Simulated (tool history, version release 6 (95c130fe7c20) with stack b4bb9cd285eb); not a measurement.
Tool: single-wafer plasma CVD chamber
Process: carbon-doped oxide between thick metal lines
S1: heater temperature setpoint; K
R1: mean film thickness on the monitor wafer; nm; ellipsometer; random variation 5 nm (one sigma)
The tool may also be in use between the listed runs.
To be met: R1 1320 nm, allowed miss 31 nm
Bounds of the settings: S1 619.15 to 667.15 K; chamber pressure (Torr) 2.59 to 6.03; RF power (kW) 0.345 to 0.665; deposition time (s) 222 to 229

Run 1, day 0: S1 643.15 K, chamber pressure (Torr) 4.31, RF power (kW) 0.505, deposition time (s) 222. Result: R1 1087.5 nm.
Run 2, day 0.029: S1 643.15 K, chamber pressure (Torr) 4.45, RF power (kW) 0.525, deposition time (s) 223. Result: R1 1129.1 nm.
Run 3, day 0.292: S1 643.15 K, chamber pressure (Torr) 4.6, RF power (kW) 0.54, deposition time (s) 223. Result: R1 1157.9 nm.
Run 4, day 0.608: S1 643.15 K, chamber pressure (Torr) 4.75, RF power (kW) 0.555, deposition time (s) 223. Result: R1 1191.5 nm.
Run 5, day 0.942: S1 643.15 K, chamber pressure (Torr) 4.91, RF power (kW) 0.565, deposition time (s) 223. Result: R1 1213.8 nm.
Run 6, day 1.025: S1 647.15 K, chamber pressure (Torr) 4.91, RF power (kW) 0.565, deposition time (s) 223. Result: R1 1203.6 nm.
Run 7, day 1.388: S1 647.15 K, chamber pressure (Torr) 5.06, RF power (kW) 0.57, deposition time (s) 223. Result: R1 1218.3 nm.
Run 8, day 1.517: S1 647.15 K, chamber pressure (Torr) 5.19, RF power (kW) 0.575, deposition time (s) 223. Result: R1 1222.3 nm.

Which of these 5 next moves meets every target?
Run A, day 1.646: S1 650.15 K, chamber pressure (Torr) 5.12, RF power (kW) 0.615, deposition time (s) 229. Result: R1 ?.
Run B, day 1.646: S1 642.15 K, chamber pressure (Torr) 5, RF power (kW) 0.595, deposition time (s) 222. Result: R1 ?.
Run C, day 1.646: S1 640.15 K, chamber pressure (Torr) 4.56, RF power (kW) 0.665, deposition time (s) 229. Result: R1 ?.
Run D, day 1.646: S1 647.15 K, chamber pressure (Torr) 5.17, RF power (kW) 0.585, deposition time (s) 222. Result: R1 ?.
Run E, day 1.646: S1 657.15 K, chamber pressure (Torr) 5.63, RF power (kW) 0.59, deposition time (s) 222. Result: R1 ?.

move      R1
   A  1310.1
   B  1258.9
   C    1384
   D  1237.2
   E  1233.8
A: meets every target
B: nearer than the last run, and not there yet
C: takes the result that was furthest off past its target
D: nearer than the last run, and not there yet
E: nearer than the last run, and not there yet
The right move is A.
